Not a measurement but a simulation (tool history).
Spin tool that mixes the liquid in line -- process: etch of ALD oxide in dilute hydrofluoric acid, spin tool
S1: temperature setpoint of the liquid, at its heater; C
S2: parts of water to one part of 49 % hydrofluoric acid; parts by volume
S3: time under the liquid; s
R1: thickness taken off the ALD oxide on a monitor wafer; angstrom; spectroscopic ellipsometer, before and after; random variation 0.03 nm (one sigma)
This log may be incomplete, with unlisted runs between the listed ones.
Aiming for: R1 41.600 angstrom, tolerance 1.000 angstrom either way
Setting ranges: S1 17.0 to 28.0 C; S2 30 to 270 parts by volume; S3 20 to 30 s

run  hour    S1   S2  S3      R1
  1   0.0  20.0  150  30  21.102
  2   7.7  17.0  150  30  18.556
  3   9.0  17.0  105  30  28.507
  4  12.7  17.0  140  30  20.201
  5  14.8  17.0  140  30  20.528
  6  20.6  19.5  140  30  22.524
  7  23.7  21.0  135  30  24.775
  8  31.3  25.0   95  30  43.275

Which one of the following 4 next-run settings gets every result inside its allowed miss? There is exactly one.
  A  38.9  24.5   90  30   ?
  B  38.9  24.0   90  30   ?
  C  38.9  25.5   95  30   ?
  D  38.9  28.0  110  30   ?

move      R1
   A  45.053
   B  44.165
   C  44.120
   D  41.145
A: the biggest miss grows against the last run
B: the biggest miss grows against the last run
C: the biggest miss grows against the last run
D: every result within its allowed miss
Answer: D
